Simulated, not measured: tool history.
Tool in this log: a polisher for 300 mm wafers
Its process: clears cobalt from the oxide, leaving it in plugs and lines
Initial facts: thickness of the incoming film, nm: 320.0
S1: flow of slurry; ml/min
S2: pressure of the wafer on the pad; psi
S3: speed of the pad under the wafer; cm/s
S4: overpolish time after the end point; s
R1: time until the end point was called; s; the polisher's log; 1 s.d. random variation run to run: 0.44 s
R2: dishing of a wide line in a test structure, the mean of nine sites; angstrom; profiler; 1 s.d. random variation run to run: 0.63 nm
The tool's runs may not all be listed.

| run | hour | S1 | S2 | S3 | S4 | R1 | R2 |
|---|---|---|---|---|---|---|---|
| 1 | 0 | 175 | 1.8 | 128 | 24 | 55.811 | 560.84 |
| 2 | 4.9 | 200 | 1.8 | 128 | 24 | 55.506 | 561.24 |
| 3 | 9.5 | 200 | 1.6 | 128 | 24 | 62.545 | 539.53 |
| 4 | 16.2 | 200 | 1.6 | 106 | 24 | 74.716 | 500.49 |
| 5 | 22.7 | 200 | 2 | 106 | 24 | 59.432 | 545.17 |
| 6 | 29.5 | 200 | 2 | 106 | 18 | 59.653 | 488.11 |
| 7 | 33.3 | 200 | 2.2 | 106 | 18 | 55.166 | 511.48 |
| 8 | 41.4 | 200 | 2.4 | 108 | 17 | 49.225 | 529.29 |
| 9 | 45.5 | 200 | 2.5 | 108 | 16 | 46.51 | 520.77 |

The next listed run, before its measurement:
| 10 | 48.8 | 200 | 2.6 | 108 | 16 | ? | ? |

R1: 45.571 s
R2: 525.21 angstrom
